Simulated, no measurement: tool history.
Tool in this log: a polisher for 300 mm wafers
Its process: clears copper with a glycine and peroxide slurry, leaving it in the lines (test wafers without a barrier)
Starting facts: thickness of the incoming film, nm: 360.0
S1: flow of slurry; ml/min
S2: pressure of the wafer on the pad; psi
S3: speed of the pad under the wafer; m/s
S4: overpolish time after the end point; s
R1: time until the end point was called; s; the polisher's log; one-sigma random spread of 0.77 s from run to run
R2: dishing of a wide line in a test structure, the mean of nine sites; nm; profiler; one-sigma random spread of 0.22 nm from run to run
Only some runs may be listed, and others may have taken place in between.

{"run": 1, "day": 0.0, "S1": 255, "S2": 2.4, "S3": 0.76, "S4": 14, "R1": 92.908, "R2": 23.727}
{"run": 2, "day": 0.071, "S1": 255, "S2": 2.4, "S3": 0.76, "S4": 13, "R1": 93.849, "R2": 23.117}
{"run": 3, "day": 0.179, "S1": 255, "S2": 2.8, "S3": 0.76, "S4": 13, "R1": 83.61, "R2": 24.215}
{"run": 4, "day": 0.217, "S1": 255, "S2": 2.8, "S3": 0.76, "S4": 8, "R1": 84.348, "R2": 17.46}
{"run": 5, "day": 0.475, "S1": 255, "S2": 3.2, "S3": 0.76, "S4": 8, "R1": 75.843, "R2": 18.869}
{"run": 6, "day": 0.8, "S1": 255, "S2": 3.1, "S3": 0.76, "S4": 8, "R1": 76.747, "R2": 18.916}
{"run": 7, "day": 0.933, "S1": 255, "S2": 3.0, "S3": 0.76, "S4": 8, "R1": 78.591, "R2": 18.424}
{"run": 8, "day": 0.971, "S1": 255, "S2": 2.9, "S3": 0.76, "S4": 8, "R1": 81.26, "R2": 18.288}
{"day": 1.2, "done": "worn pad replaced by a new one"}
{"run": 9, "day": 1.2, "S1": 250, "S2": 2.6, "S3": 0.76, "S4": 8, "R1": 77.943, "R2": 18.242}
{"run": 10, "day": 1.442, "S1": 260, "S2": 2.6, "S3": 0.76, "S4": 8, "R1": 78.6, "R2": 18.491}
{"run": 11, "day": 1.483, "S1": 260, "S2": 2.6, "S3": 0.76, "S4": 8, "R1": 78.671, "R2": 18.488}
{"run": 12, "day": 1.625, "S1": 250, "S2": 2.6, "S3": 0.76, "S4": 8, "R1": 77.94, "R2": 18.582}
{"run": 13, "day": 1.792, "S1": 260, "S2": 2.6, "S3": 0.76, "S4": 8, "R1": 77.698, "R2": 18.553}
{"run": 14, "day": 2.017, "S1": 250, "S2": 2.6, "S3": 0.76, "S4": 8, "R1": 78.718, "R2": 18.573}

The next listed run, before its measurement:
{"run": 15, "day": 2.258, "S1": 255, "S2": 2.6, "S3": 0.74, "S4": 8, "R1": "?", "R2": "?"}

{"run 15": {"R1": 78.779, "R2": 18.595}}
